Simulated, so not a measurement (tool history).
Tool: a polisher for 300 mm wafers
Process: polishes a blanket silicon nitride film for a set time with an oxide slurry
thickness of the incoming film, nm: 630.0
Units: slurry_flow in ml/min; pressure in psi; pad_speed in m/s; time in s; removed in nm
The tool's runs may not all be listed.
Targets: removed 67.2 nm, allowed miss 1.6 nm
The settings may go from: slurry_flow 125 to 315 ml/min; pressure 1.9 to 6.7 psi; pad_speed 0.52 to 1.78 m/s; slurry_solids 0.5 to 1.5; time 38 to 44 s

run 1 hour=0 | slurry_flow=205 pressure=4.3 pad_speed=1.14 slurry_solids=1 time=44 | removed=45.539
run 2 hour=5.8 | slurry_flow=205 pressure=4.3 pad_speed=1.14 slurry_solids=1.15 time=44 | removed=48.827
run 3 hour=10.9 | slurry_flow=215 pressure=4.6 pad_speed=1.14 slurry_solids=1.15 time=44 | removed=52.349
run 4 hour=18.2 | slurry_flow=220 pressure=4.9 pad_speed=1.14 slurry_solids=1.15 time=44 | removed=55.873
run 5 hour=27 | slurry_flow=220 pressure=4.9 pad_speed=1.14 slurry_solids=1.15 time=38 | removed=47.892
run 6 hour=33.4 | slurry_flow=220 pressure=5.4 pad_speed=1.16 slurry_solids=1.15 time=38 | removed=53.883
run 7 hour=42.3 | slurry_flow=225 pressure=5.7 pad_speed=1.16 slurry_solids=1.15 time=38 | removed=57.519
run 8 hour=47.3 | slurry_flow=225 pressure=5.9 pad_speed=1.16 slurry_solids=1.15 time=38 | removed=58.036
run 9 hour=51.4 | slurry_flow=230 pressure=6.1 pad_speed=1.16 slurry_solids=1.15 time=38 | removed=61.088
run 10 hour=60 | slurry_flow=230 pressure=6.1 pad_speed=1.16 slurry_solids=1.15 time=38 | removed=61.09
run 11 hour=65.8 | slurry_flow=235 pressure=6.2 pad_speed=1.16 slurry_solids=1.15 time=38 | removed=62.15
run 12 hour=73.5 | slurry_flow=240 pressure=6.3 pad_speed=1.16 slurry_solids=1.15 time=38 | removed=63.681
run 13 hour=77.9 | slurry_flow=245 pressure=6.4 pad_speed=1.16 slurry_solids=1.15 time=38 | removed=64.563

5 next moves are on the table. One of them brings every result within its allowed miss. Which?
run A hour=82.3 | slurry_flow=275 pressure=6.2 pad_speed=1.14 slurry_solids=1.2 time=38 | removed=?
run B hour=82.3 | slurry_flow=250 pressure=6.1 pad_speed=0.98 slurry_solids=1.05 time=41 | removed=?
run C hour=82.3 | slurry_flow=190 pressure=5.5 pad_speed=1.46 slurry_solids=1.15 time=39 | removed=?
run D hour=82.3 | slurry_flow=230 pressure=6.4 pad_speed=1.02 slurry_solids=1.3 time=40 | removed=?
run E hour=82.3 | slurry_flow=245 pressure=6.5 pad_speed=1.44 slurry_solids=0.85 time=39 | removed=?

move=A removed=64.416
move=B removed=58.134
move=C removed=62.725
move=D removed=67.445
move=E removed=61.96
A: further off than the last run
B: further off than the last run
C: further off than the last run
D: meets every target
E: further off than the last run
Answer: D
